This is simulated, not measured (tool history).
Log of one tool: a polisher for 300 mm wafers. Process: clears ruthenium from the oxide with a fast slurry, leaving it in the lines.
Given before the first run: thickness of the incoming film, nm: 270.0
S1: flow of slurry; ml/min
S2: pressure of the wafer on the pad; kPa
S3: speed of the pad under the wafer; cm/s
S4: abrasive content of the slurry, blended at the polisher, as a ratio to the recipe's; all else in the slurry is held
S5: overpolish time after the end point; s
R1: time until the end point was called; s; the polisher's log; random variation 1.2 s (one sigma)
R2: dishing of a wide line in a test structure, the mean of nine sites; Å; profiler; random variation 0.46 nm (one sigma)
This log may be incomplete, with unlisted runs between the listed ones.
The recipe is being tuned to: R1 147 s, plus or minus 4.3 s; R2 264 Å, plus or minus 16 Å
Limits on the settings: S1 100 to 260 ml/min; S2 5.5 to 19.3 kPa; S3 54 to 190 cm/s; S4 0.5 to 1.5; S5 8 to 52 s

run  hour   S1    S2   S3   S4  S5      R1      R2
  1     0  165  12.4  122    1  26  72.802  763.82
  2   5.5  165  14.5  122    1  26  62.199  851.74
  3  14.5  165  14.5  142    1  26  53.996  977.89
  4  21.6  165  13.1  134    1  24  61.924  800.84
  5  27.4  165  11.7  128    1  22   71.07  677.14
  6  36.3  165  11.7  128  0.9  22   77.38  628.51
  7  44.5  165    11  124  0.9  20  84.731  527.15
  8  47.2  150   7.6  112  0.9  15  132.03  276.15
  9  55.4  145   7.6  112  0.9  15   131.9  264.38
 10  64.1  145   7.6  112  0.9  15  133.72  280.55
 11  66.4  145   7.6  112  0.9  15  132.93  268.23
 12  71.9  140   7.6  112  0.9  16  134.13  289.84
 13  74.7  125   6.2  112  0.9  15  158.03   225.6
 14    77  130   6.2  112  0.9  15  161.19  226.67
 15  77.7  135   7.6  112  0.9  18  135.02  311.15
 16  81.5  130   7.6  112  0.9  18  134.75   321.9

5 candidate next runs follow, results not yet known. Just one meets every target within its allowed miss. Identify it.
  A  85.3  145  6.2  114  0.95  18   ?   ?
  B  85.3  135  7.6  114  0.85  18   ?   ?
  C  85.3  170  7.6  104  0.85  16   ?   ?
  D  85.3  150  8.3  112   0.8  13   ?   ?
  E  85.3  155  6.2  118   0.9  27   ?   ?

move      R1      R2
   A  145.35  297.28
   B  135.56  317.19
   C  142.86  270.62
   D   132.7  238.54
   E  144.91  432.25
A: gains on the last run, yet a result remains outside its allowed miss
B: gains on the last run, yet a result remains outside its allowed miss
C: every result lands within tolerance
D: the result that was furthest off in the last run now lies on the other side of its target
E: misses by more than the last run did
Move C is the one to make.

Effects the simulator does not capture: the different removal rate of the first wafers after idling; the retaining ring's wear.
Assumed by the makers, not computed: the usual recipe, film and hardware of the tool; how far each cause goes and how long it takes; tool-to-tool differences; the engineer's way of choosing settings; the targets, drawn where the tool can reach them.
